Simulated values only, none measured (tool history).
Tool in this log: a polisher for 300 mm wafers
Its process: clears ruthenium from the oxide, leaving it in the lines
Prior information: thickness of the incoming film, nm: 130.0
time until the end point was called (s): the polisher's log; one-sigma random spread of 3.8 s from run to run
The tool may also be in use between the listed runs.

run,day,flow of slurry (ml/min),pressure of the wafer on the pad (psi),speed of the pad under the wafer (cm/s),overpolish time after the end point (s),time until the end point was called (s)
1,0,275,2.3,88,25,103.59
2,0.267,275,2,82,25,129.47
3,0.425,275,2,82,27,126.54
4,0.783,275,1.8,78,27,150.66
5,1.033,275,1.8,78,27,144.37
6,1.279,275,1.6,74,27,172.08

Forecast run 7:
7,1.421,275,1.6,74,27,?

For run 7 the tool returned time until the end point was called (s) 164.61.
